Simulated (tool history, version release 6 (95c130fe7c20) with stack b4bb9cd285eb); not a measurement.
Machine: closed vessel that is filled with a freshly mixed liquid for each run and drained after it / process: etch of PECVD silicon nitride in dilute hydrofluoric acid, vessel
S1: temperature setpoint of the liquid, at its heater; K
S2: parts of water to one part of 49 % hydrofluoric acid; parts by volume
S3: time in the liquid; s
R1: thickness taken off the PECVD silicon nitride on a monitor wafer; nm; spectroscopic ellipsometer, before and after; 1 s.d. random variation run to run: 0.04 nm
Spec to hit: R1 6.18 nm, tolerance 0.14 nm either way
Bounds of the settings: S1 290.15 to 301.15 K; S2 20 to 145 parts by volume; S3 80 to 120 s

run,day,S1,S2,S3,R1
1,0,293.15,80,120,4.5539
2,0.304,293.65,80,120,4.7553
3,0.358,295.15,80,120,5.2093
4,0.425,295.15,80,80,3.4854
5,0.65,295.15,75,80,3.7651
6,0.862,295.65,70,85,4.4208
7,0.992,296.15,70,85,4.5476
8,1.35,296.65,70,85,4.6911
9,1.475,296.65,70,85,4.6784

Next run, 4 choices. One meets every target within its allowed miss, the rest don't. Which?
A,1.6,296.15,60,105,?
B,1.6,301.15,85,100,?
C,1.6,293.65,55,115,?
D,1.6,290.65,40,105,?

move,R1
A,6.4773
B,6.1232
C,6.4917
D,6.516
A: pushes the last run's worst result past its target
B: each result inside its tolerance
C: pushes the last run's worst result past its target
D: pushes the last run's worst result past its target
The right move is B.
